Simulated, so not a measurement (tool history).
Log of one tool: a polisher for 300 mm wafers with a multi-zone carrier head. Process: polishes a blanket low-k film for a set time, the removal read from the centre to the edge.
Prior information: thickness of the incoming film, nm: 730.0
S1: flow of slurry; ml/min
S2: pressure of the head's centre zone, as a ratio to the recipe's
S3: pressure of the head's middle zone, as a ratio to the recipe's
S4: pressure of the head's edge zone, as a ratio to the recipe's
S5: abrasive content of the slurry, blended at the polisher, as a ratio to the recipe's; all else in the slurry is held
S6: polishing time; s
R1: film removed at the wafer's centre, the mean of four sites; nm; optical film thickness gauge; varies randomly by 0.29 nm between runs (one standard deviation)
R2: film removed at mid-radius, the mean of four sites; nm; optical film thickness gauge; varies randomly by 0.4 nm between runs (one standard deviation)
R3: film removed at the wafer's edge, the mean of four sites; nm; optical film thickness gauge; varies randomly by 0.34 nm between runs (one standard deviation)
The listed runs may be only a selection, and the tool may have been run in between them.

run    day   S1    S2    S3    S4    S5  S6      R1      R2      R3
  1      0  220     1     1     1     1  89  28.212  28.169  28.268
  2   0.35  220  0.96     1     1     1  89  27.215  28.104  28.334
  3  0.492  230     1  0.99  1.02     1  89  28.616  28.686  28.708
  4  0.638  230     1  0.99  1.02     1  73  23.324  23.031  23.505
  5  0.746  235  1.03  0.98  1.05   1.1  73  25.575  24.324  25.956
  6      1  245  1.07  0.99  1.07  1.15  73  27.862  25.581  26.938
  7  1.262  255  1.09  0.99  1.09   1.2  73  28.634  25.941  27.861
  8  1.546  255  1.11  0.99   1.1  1.25  73  30.523   27.04  27.818

Estimate the outcome of run 9 from the log above:
  9  1.783  265  1.12  0.98  1.12  1.25  73   ?   ?   ?

{"run 9": {"R1": 30.402, "R2": 26.478, "R3": 28.969}}
